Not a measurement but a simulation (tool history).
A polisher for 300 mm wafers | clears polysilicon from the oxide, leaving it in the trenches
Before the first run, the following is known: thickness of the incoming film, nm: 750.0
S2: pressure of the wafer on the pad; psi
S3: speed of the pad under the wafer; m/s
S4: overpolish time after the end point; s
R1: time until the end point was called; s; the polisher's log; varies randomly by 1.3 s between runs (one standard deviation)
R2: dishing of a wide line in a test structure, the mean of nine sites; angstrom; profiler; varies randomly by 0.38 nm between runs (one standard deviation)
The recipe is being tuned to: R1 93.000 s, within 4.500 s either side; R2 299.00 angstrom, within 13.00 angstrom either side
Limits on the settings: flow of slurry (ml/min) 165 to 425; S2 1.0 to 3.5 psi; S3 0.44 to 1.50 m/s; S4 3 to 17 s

run 1 hour=0.0 | flow_of_slurry_(ml/min)=275 S2=2.2 S3=0.96 S4=9 | R1=74.120 R2=338.39
run 2 hour=1.2 | flow_of_slurry_(ml/min)=275 S2=2.2 S3=0.96 S4=11 | R1=75.338 R2=354.30
run 3 hour=6.2 | flow_of_slurry_(ml/min)=275 S2=2.4 S3=0.96 S4=11 | R1=68.721 R2=355.53
run 4 hour=12.2 | flow_of_slurry_(ml/min)=275 S2=2.3 S3=0.94 S4=10 | R1=72.331 R2=339.52
run 5 hour=15.4 | flow_of_slurry_(ml/min)=275 S2=2.2 S3=0.92 S4=9 | R1=76.814 R2=333.12
run 6 hour=22.3 | flow_of_slurry_(ml/min)=275 S2=2.4 S3=0.92 S4=9 | R1=70.637 R2=336.51
run 7 hour=26.5 | flow_of_slurry_(ml/min)=275 S2=2.3 S3=0.92 S4=8 | R1=72.414 R2=324.93
run 8 hour=29.2 | flow_of_slurry_(ml/min)=275 S2=1.7 S3=0.90 S4=7 | R1=97.781 R2=273.69
run 9 hour=37.1 | flow_of_slurry_(ml/min)=275 S2=1.9 S3=0.88 S4=9 | R1=89.945 R2=317.98

Of the 4 settings listed for the next run, only one would bring every result within its allowed miss of target. Which one?
run A hour=45.0 | flow_of_slurry_(ml/min)=310 S2=2.1 S3=0.82 S4=13 | R1=? R2=?
run B hour=45.0 | flow_of_slurry_(ml/min)=310 S2=1.6 S3=0.96 S4=13 | R1=? R2=?
run C hour=45.0 | flow_of_slurry_(ml/min)=255 S2=1.6 S3=1.04 S4=13 | R1=? R2=?
run D hour=45.0 | flow_of_slurry_(ml/min)=295 S2=1.8 S3=0.90 S4=8 | R1=? R2=?

move=A R1=86.247 R2=346.15
move=B R1=93.111 R2=341.00
move=C R1=87.605 R2=345.15
move=D R1=90.228 R2=297.49
A: misses by more than the last run did
B: misses by more than the last run did
C: misses by more than the last run did
D: all results land within tolerance of their targets
Move D is the one to make.

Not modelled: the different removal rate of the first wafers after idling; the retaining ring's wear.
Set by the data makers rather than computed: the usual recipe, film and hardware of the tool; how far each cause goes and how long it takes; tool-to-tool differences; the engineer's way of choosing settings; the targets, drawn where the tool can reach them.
